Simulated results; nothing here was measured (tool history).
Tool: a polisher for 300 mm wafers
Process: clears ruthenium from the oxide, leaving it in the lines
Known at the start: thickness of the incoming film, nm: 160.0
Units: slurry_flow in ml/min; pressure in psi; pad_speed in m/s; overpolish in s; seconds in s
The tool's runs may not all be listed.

| run | hour | slurry_flow | pressure | pad_speed | overpolish | seconds |
|---|---|---|---|---|---|---|
| 1 | 0 | 160 | 2.4 | 0.76 | 9 | 142.75 |
| 2 | 5.3 | 160 | 2.4 | 0.76 | 9 | 139.56 |
| 3 | 7.4 | 160 | 2.5 | 0.76 | 9 | 140.95 |
| 4 | 8.2 | 160 | 2.6 | 0.76 | 9 | 135.54 |
| 5 | 11.5 | 160 | 2.6 | 0.76 | 9 | 131.38 |
| 6 | 13.7 | 160 | 2.7 | 0.76 | 9 | 124.76 |

Run 7 comes next. What will it give?
| 7 | 19.3 | 165 | 2.9 | 0.76 | 9 | ? |

seconds: 117.87 s
